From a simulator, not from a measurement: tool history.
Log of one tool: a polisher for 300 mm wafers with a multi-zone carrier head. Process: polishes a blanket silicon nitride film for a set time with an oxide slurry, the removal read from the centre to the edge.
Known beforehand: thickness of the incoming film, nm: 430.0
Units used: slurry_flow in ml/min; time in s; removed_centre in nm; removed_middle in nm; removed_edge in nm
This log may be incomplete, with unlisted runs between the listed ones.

{"run": 1, "hour": 0.0, "slurry_flow": 245, "centre_zone": 1, "middle_zone": 1, "edge_zone": 1, "slurry_solids": 1, "time": 62, "removed_centre": 32.421, "removed_middle": 33.759, "removed_edge": 32.029}
{"run": 2, "hour": 8.6, "slurry_flow": 245, "centre_zone": 1, "middle_zone": 1, "edge_zone": 1, "slurry_solids": 0.9, "time": 62, "removed_centre": 31.282, "removed_middle": 33.056, "removed_edge": 31.256}
{"run": 3, "hour": 11.9, "slurry_flow": 245, "centre_zone": 1, "middle_zone": 1, "edge_zone": 1, "slurry_solids": 0.9, "time": 54, "removed_centre": 26.891, "removed_middle": 27.384, "removed_edge": 27.387}
{"run": 4, "hour": 18.2, "slurry_flow": 245, "centre_zone": 0.94, "middle_zone": 1, "edge_zone": 1, "slurry_solids": 0.9, "time": 54, "removed_centre": 25.521, "removed_middle": 28.788, "removed_edge": 27.315}
{"run": 5, "hour": 26.6, "slurry_flow": 245, "centre_zone": 0.99, "middle_zone": 0.99, "edge_zone": 0.94, "slurry_solids": 0.8, "time": 54, "removed_centre": 25.66, "removed_middle": 27.108, "removed_edge": 25.356}
{"run": 6, "hour": 31.3, "slurry_flow": 245, "centre_zone": 0.91, "middle_zone": 0.99, "edge_zone": 0.94, "slurry_solids": 0.8, "time": 54, "removed_centre": 23.82, "removed_middle": 26.842, "removed_edge": 24.93}

What does the tool deliver on the next run?
{"run": 7, "hour": 40.1, "slurry_flow": 240, "centre_zone": 0.96, "middle_zone": 0.95, "edge_zone": 0.9, "slurry_solids": 0.75, "time": 54, "removed_centre": "?", "removed_middle": "?", "removed_edge": "?"}

removed_centre: 24.295 nm
removed_middle: 25.535 nm
removed_edge: 24.29 nm
